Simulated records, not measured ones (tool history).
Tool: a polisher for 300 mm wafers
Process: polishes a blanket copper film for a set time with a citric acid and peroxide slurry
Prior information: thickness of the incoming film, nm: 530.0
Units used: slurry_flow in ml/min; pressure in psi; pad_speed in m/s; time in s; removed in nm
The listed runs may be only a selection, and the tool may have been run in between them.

{"run": 1, "hour": 0.0, "slurry_flow": 220, "pressure": 3.5, "pad_speed": 1.02, "slurry_solids": 1, "time": 46, "removed": 110.52}
{"run": 2, "hour": 8.9, "slurry_flow": 190, "pressure": 3.5, "pad_speed": 1.02, "slurry_solids": 1, "time": 46, "removed": 108.47}
{"run": 3, "hour": 17.0, "slurry_flow": 190, "pressure": 3.5, "pad_speed": 1.26, "slurry_solids": 1, "time": 46, "removed": 134.69}
{"run": 4, "hour": 25.8, "slurry_flow": 205, "pressure": 3.7, "pad_speed": 1.26, "slurry_solids": 1, "time": 46, "removed": 142.15}
{"run": 5, "hour": 30.4, "slurry_flow": 205, "pressure": 3.7, "pad_speed": 1.26, "slurry_solids": 1.2, "time": 46, "removed": 148.21}
{"run": 6, "hour": 35.3, "slurry_flow": 205, "pressure": 3.7, "pad_speed": 1.12, "slurry_solids": 1.2, "time": 46, "removed": 132.34}
{"run": 7, "hour": 37.1, "slurry_flow": 210, "pressure": 4, "pad_speed": 1.12, "slurry_solids": 1.2, "time": 46, "removed": 143.42}

Forecast run 8:
{"run": 8, "hour": 41.6, "slurry_flow": 215, "pressure": 4.2, "pad_speed": 1.12, "slurry_solids": 1.2, "time": 46, "removed": "?"}

{"run 8": {"removed": 151.83}}

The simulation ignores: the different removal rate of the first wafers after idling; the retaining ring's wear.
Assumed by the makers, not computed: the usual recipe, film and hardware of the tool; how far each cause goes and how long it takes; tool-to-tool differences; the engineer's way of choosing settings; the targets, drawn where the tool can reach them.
